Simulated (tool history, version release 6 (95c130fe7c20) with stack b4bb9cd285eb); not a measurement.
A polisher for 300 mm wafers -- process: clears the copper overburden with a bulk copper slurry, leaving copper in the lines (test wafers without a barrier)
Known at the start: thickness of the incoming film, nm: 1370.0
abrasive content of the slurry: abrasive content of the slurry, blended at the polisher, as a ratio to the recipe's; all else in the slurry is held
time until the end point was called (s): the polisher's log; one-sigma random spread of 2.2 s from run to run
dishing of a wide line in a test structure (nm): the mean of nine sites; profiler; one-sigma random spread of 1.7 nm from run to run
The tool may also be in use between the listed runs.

run,hour,flow of slurry (ml/min),pressure of the wafer on the pad (psi),speed of the pad under the wafer (m/s),abrasive content of the slurry,overpolish time after the end point (s),time until the end point was called (s),dishing of a wide line in a test structure (nm)
1,0.0,285,3.1,1.08,1.00,18,172.42,94.780
2,5.6,285,3.1,1.08,1.20,18,157.62,94.637
3,10.5,285,3.2,1.08,1.20,18,158.04,95.618
4,15.8,285,2.4,1.08,1.20,18,206.92,76.875
5,24.0,285,2.4,1.08,1.20,14,213.14,62.629
6,28.1,280,2.6,1.08,1.15,15,199.45,70.374
7,30.5,275,2.8,1.08,1.10,16,182.79,79.037
8,38.1,280,3.0,1.08,1.10,17,172.93,87.486
9,42.7,280,3.1,1.08,1.05,17,169.53,89.667
10,44.4,280,3.2,1.08,1.00,17,160.49,89.773

Predict the results of run 11:
11,49.8,280,3.3,1.08,1.00,18,?,?

time until the end point was called (s): 163.07
dishing of a wide line in a test structure (nm): 97.045
